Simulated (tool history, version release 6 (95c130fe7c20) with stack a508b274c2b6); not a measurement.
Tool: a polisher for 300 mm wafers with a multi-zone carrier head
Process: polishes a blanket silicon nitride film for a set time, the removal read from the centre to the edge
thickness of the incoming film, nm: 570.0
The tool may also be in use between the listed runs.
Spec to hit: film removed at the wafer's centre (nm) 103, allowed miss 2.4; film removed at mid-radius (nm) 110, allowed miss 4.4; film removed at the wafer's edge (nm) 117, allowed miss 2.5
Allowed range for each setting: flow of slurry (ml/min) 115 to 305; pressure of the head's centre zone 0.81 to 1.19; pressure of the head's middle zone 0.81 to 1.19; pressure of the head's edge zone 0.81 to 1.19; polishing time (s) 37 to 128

| run | hour | flow of slurry (ml/min) | pressure of the head's centre zone | pressure of the head's middle zone | pressure of the head's edge zone | polishing time (s) | film removed at the wafer's centre (nm) | film removed at mid-radius (nm) | film removed at the wafer's edge (nm) |
|---|---|---|---|---|---|---|---|---|---|
| 1 | 0 | 195 | 1 | 1 | 1 | 82 | 127.58 | 126.76 | 125.98 |
| 2 | 4.2 | 195 | 0.97 | 1 | 1 | 82 | 123.45 | 125.52 | 125.46 |
| 3 | 6.1 | 195 | 0.94 | 1 | 1 | 82 | 117.74 | 125.6 | 125.53 |
| 4 | 14 | 155 | 0.94 | 1 | 1 | 82 | 113.43 | 120.31 | 122.31 |
| 5 | 18.8 | 155 | 0.91 | 1 | 1 | 82 | 111.71 | 117.17 | 122.86 |
| 6 | 19.5 | 185 | 0.91 | 1 | 1 | 82 | 115.43 | 122.04 | 124.57 |
| 7 | 22.2 | 180 | 0.9 | 1 | 0.99 | 82 | 112.49 | 121.25 | 124.5 |
| 8 | 29.7 | 175 | 0.9 | 1 | 0.98 | 82 | 110.93 | 123.87 | 122.84 |
| 9 | 31 | 170 | 0.9 | 0.99 | 0.98 | 82 | 111.23 | 120.93 | 122.71 |
| 10 | 38.5 | 165 | 0.9 | 0.98 | 0.98 | 82 | 109.99 | 114.72 | 122.65 |
| 11 | 44.8 | 160 | 0.9 | 0.98 | 0.97 | 82 | 109.48 | 118.64 | 121.78 |

Of the 5 settings listed for the next run, only one would bring every result within its allowed miss of target. Which one?
| A | 51.1 | 145 | 0.89 | 1.05 | 0.91 | 83 | ? | ? | ? |
| B | 51.1 | 135 | 0.96 | 0.93 | 0.97 | 87 | ? | ? | ? |
| C | 51.1 | 150 | 0.88 | 1.04 | 0.9 | 91 | ? | ? | ? |
| D | 51.1 | 160 | 0.88 | 0.97 | 0.98 | 79 | ? | ? | ? |
| E | 51.1 | 185 | 0.84 | 0.95 | 1.13 | 80 | ? | ? | ? |

| move | film removed at the wafer's centre (nm) | film removed at mid-radius (nm) | film removed at the wafer's edge (nm) |
|---|---|---|---|
| A | 107.43 | 123.97 | 118.23 |
| B | 119.07 | 115.24 | 126.32 |
| C | 117.47 | 135.88 | 129.71 |
| D | 103.53 | 112.76 | 118.47 |
| E | 103.16 | 115.35 | 131.4 |
A: moves away from the targets compared with the last run
B: moves away from the targets compared with the last run
C: moves away from the targets compared with the last run
D: every result within its allowed miss
E: puts the biggest miss on target and leaves a different result outside tolerance
Go with D: it meets all targets.
